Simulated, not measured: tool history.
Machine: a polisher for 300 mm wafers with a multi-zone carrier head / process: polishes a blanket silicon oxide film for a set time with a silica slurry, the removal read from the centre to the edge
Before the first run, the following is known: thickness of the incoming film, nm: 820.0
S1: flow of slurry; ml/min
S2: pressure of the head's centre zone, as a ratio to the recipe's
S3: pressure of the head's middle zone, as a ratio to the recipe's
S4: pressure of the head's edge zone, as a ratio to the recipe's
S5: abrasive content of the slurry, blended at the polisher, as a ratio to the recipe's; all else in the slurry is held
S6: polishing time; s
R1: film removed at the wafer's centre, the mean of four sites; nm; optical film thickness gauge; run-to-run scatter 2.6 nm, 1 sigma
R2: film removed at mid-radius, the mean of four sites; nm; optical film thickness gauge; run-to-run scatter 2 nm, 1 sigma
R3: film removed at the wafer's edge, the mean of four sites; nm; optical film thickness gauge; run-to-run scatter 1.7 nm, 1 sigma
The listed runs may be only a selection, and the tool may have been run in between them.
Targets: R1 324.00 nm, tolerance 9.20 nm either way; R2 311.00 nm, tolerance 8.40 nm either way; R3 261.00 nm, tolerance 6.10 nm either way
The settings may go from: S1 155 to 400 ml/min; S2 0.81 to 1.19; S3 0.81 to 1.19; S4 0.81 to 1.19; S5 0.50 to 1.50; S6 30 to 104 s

run 1 hour=0.0 | S1=255 S2=1.00 S3=1.00 S4=1.00 S5=1.00 S6=67 | R1=258.60 R2=256.89 R3=249.71
run 2 hour=2.2 | S1=255 S2=1.00 S3=1.00 S4=1.00 S5=1.00 S6=55 | R1=209.21 R2=212.60 R3=204.92
run 3 hour=5.7 | S1=290 S2=1.00 S3=1.00 S4=1.00 S5=1.00 S6=55 | R1=216.77 R2=215.30 R3=206.07
run 4 hour=10.9 | S1=290 S2=1.00 S3=0.95 S4=1.00 S5=1.00 S6=55 | R1=211.07 R2=206.23 R3=205.70
run 5 hour=13.9 | S1=300 S2=1.02 S3=1.00 S4=1.01 S5=1.10 S6=55 | R1=231.83 R2=231.43 R3=219.91
run 6 hour=22.5 | S1=300 S2=1.02 S3=1.00 S4=1.01 S5=1.10 S6=41 | R1=175.32 R2=171.29 R3=164.13
run 7 hour=31.2 | S1=315 S2=1.05 S3=1.03 S4=1.03 S5=1.20 S6=43 | R1=196.03 R2=190.71 R3=182.58
run 8 hour=35.5 | S1=325 S2=1.07 S3=1.06 S4=1.02 S5=1.25 S6=46 | R1=219.50 R2=217.91 R3=198.69
run 9 hour=37.0 | S1=335 S2=1.09 S3=1.07 S4=1.02 S5=1.30 S6=48 | R1=236.49 R2=233.72 R3=214.31
run 10 hour=41.2 | S1=345 S2=1.11 S3=1.08 S4=1.00 S5=1.35 S6=49 | R1=250.95 R2=244.90 R3=221.67

4 next moves are on the table. One of them brings every result within its allowed miss. Which?
run A hour=45.4 | S1=360 S2=1.19 S3=1.17 S4=0.81 S5=1.45 S6=55 | R1=? R2=? R3=?
run B hour=45.4 | S1=355 S2=1.17 S3=1.12 S4=0.92 S5=1.45 S6=58 | R1=? R2=? R3=?
run C hour=45.4 | S1=345 S2=1.19 S3=1.13 S4=0.93 S5=1.25 S6=66 | R1=? R2=? R3=?
run D hour=45.4 | S1=365 S2=1.15 S3=1.01 S4=0.89 S5=1.40 S6=60 | R1=? R2=? R3=?

move=A R1=309.80 R2=302.31 R3=234.19
move=B R1=321.51 R2=306.65 R3=259.69
move=C R1=345.94 R2=327.77 R3=276.84
move=D R1=323.49 R2=286.84 R3=261.95
A: gains on the last run, yet a result remains outside its allowed miss
B: all results land within tolerance of their targets
C: pushes the last run's worst result past its target
D: gets the furthest-off result to its target, but another result is out of tolerance
B is the move that brings every result within its allowed miss.
